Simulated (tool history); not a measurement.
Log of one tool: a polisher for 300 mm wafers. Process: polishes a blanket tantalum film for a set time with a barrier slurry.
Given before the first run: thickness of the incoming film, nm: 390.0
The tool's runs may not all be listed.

run  hour  flow of slurry (ml/min)  pressure of the wafer on the pad (psi)  speed of the pad under the wafer (cm/s)  abrasive content of the slurry  polishing time (s)  film removed (Å)
  1     0                      165                                     1.2                                      122                               1                 118            1280.6
  2   2.8                      185                                     1.2                                      122                               1                 118            1295.8
  3   9.9                      185                                     1.3                                      124                               1                 118            1436.7
  4  13.5                      185                                     1.3                                      154                               1                 118            1747.7
  5  15.4                      185                                     1.4                                      154                               1                 118              1864
  6  21.9                      185                                     1.2                                      154                               1                 118              1564
  7  29.2                      185                                     1.2                                      154                               1                 118            1624.2

What does the tool deliver on the next run?
  8  31.4                      185                                     1.3                                      154                               1                 118                 ?

{"run 8": {"film removed (Å)": 1759}}
